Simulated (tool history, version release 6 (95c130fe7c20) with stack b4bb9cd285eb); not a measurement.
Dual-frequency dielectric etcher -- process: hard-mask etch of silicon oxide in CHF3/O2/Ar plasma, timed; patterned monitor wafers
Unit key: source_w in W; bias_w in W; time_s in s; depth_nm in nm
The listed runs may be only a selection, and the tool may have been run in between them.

Run 1, hour 0: source_w 630 W, bias_w 207 W, time_s 26 s. Result: depth_nm 57.927 nm.
Run 2, hour 5: source_w 610 W, bias_w 205 W, time_s 26 s. Result: depth_nm 56.793 nm.
Run 3, hour 9: source_w 610 W, bias_w 226 W, time_s 26 s. Result: depth_nm 58.354 nm.
Run 4, hour 11.2: source_w 610 W, bias_w 226 W, time_s 26 s. Result: depth_nm 58.551 nm.
Run 5, hour 15.7: source_w 510 W, bias_w 226 W, time_s 26 s. Result: depth_nm 55.723 nm.
Run 6, hour 23.6: source_w 490 W, bias_w 222 W, time_s 26 s. Result: depth_nm 54.601 nm.
Run 7, hour 26: source_w 480 W, bias_w 219 W, time_s 26 s. Result: depth_nm 54.755 nm.

Run 8, settings as shown, results not yet in. Your forecast:
Run 8, hour 33.4: source_w 370 W, bias_w 182 W, time_s 26 s. Result: depth_nm ?.

{"run 8": {"depth_nm": 47.477}}
